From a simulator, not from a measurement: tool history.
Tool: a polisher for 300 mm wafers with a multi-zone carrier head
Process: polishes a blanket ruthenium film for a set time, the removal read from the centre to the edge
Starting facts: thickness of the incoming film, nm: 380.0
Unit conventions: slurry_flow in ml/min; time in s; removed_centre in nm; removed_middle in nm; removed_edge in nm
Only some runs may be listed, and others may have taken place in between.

| run | hour | slurry_flow | centre_zone | middle_zone | edge_zone | time | removed_centre | removed_middle | removed_edge |
|---|---|---|---|---|---|---|---|---|---|
| 1 | 0.0 | 140 | 1.00 | 1.00 | 1.00 | 38 | 40.357 | 43.510 | 44.646 |
| 2 | 3.4 | 145 | 1.03 | 0.97 | 1.03 | 38 | 41.478 | 42.141 | 45.051 |
| 3 | 10.4 | 150 | 1.06 | 0.95 | 1.06 | 38 | 43.733 | 41.887 | 45.751 |
| 4 | 11.7 | 150 | 1.06 | 0.95 | 1.06 | 30 | 33.060 | 32.429 | 35.895 |
| 5 | 13.4 | 150 | 1.06 | 0.95 | 1.06 | 26 | 29.839 | 28.314 | 31.460 |
| 6 | 16.2 | 155 | 1.08 | 0.93 | 1.08 | 29 | 33.432 | 31.629 | 35.480 |
| 7 | 21.5 | 160 | 1.10 | 0.90 | 1.10 | 31 | 36.971 | 32.693 | 38.778 |
| 8 | 25.6 | 170 | 1.11 | 0.90 | 1.12 | 32 | 38.898 | 34.223 | 40.064 |
| 9 | 33.7 | 175 | 1.12 | 0.89 | 1.13 | 33 | 40.165 | 35.550 | 41.667 |
| 10 | 40.6 | 180 | 1.13 | 0.88 | 1.14 | 34 | 41.951 | 35.868 | 43.535 |
| 11 | 46.5 | 185 | 1.14 | 0.88 | 1.15 | 35 | 43.031 | 37.072 | 44.855 |
| 12 | 54.1 | 190 | 1.15 | 0.88 | 1.15 | 36 | 45.864 | 38.397 | 46.206 |
| 13 | 58.2 | 195 | 1.15 | 0.88 | 1.16 | 36 | 44.578 | 38.576 | 46.590 |
| 14 | 62.2 | 195 | 1.16 | 0.88 | 1.16 | 36 | 45.862 | 38.585 | 46.458 |
| 15 | 69.7 | 195 | 1.16 | 0.88 | 1.17 | 36 | 44.490 | 38.714 | 47.273 |
|  | 77.6 | centre zone pressure recalibrated |
| 16 | 77.6 | 200 | 1.17 | 0.88 | 1.17 | 36 | 49.548 | 38.558 | 46.592 |

For run 17, what comes out?
| 17 | 86.6 | 205 | 1.17 | 0.88 | 1.17 | 36 | ? | ? | ? |

removed_centre: 51.399 nm
removed_middle: 38.946 nm
removed_edge: 47.131 nm

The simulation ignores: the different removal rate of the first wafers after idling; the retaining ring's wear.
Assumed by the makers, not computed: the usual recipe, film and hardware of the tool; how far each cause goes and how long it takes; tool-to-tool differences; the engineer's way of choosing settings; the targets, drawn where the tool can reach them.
